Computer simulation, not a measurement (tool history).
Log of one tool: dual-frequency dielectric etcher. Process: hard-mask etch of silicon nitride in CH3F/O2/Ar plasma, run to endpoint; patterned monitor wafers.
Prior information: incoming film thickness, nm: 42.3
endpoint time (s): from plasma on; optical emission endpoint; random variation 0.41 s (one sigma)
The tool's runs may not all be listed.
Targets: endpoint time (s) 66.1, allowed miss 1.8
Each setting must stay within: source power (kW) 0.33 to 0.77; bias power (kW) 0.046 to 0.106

run,hour,source power (kW),bias power (kW),endpoint time (s)
1,0,0.55,0.076,53.961
2,3,0.64,0.076,50.262
3,8.5,0.57,0.072,54.049
4,12.7,0.57,0.079,52.838
5,19.2,0.57,0.084,51.362
6,25.6,0.57,0.074,53.882
# hour 32.9: bias power generator calibrated
7,32.9,0.52,0.071,55.88
8,35,0.47,0.067,60.024

Which one of the following 4 next-run settings gets every result inside its allowed miss? There is exactly one.
A,37.1,0.34,0.06,?
B,37.1,0.4,0.047,?
C,37.1,0.38,0.068,?
D,37.1,0.56,0.077,?

move,endpoint time (s)
A,71.688
B,70.593
C,65.339
D,52.447
A: moves the result that the last run missed by most past its target, out the other side
B: moves the result that the last run missed by most past its target, out the other side
C: every result lands within tolerance
D: lands further from the targets than the last run did
The move that meets every target is C.
